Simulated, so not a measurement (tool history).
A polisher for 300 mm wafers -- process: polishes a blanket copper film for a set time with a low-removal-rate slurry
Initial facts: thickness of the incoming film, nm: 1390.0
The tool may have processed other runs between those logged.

run,hour,flow of slurry (ml/min),pressure of the wafer on the pad (kPa),speed of the pad under the wafer (m/s),abrasive content of the slurry,polishing time (s),film removed (angstrom)
1,0,225,11.7,1.34,1,33,732.04
2,8.1,225,13.1,1.36,1,33,804.35
3,16,190,13.1,1.36,1,33,786.62
4,20.3,190,13.1,1.36,1,33,782.21
5,27.5,240,13.1,1.36,1,33,825.31
6,28.5,240,15.2,1.36,1,33,932.56
7,30.3,245,15.9,1.36,1,33,961.84

For run 8, what comes out?
8,33.5,245,16.5,1.38,1,33,?

Run 8 measured film removed (angstrom) 1042.4.

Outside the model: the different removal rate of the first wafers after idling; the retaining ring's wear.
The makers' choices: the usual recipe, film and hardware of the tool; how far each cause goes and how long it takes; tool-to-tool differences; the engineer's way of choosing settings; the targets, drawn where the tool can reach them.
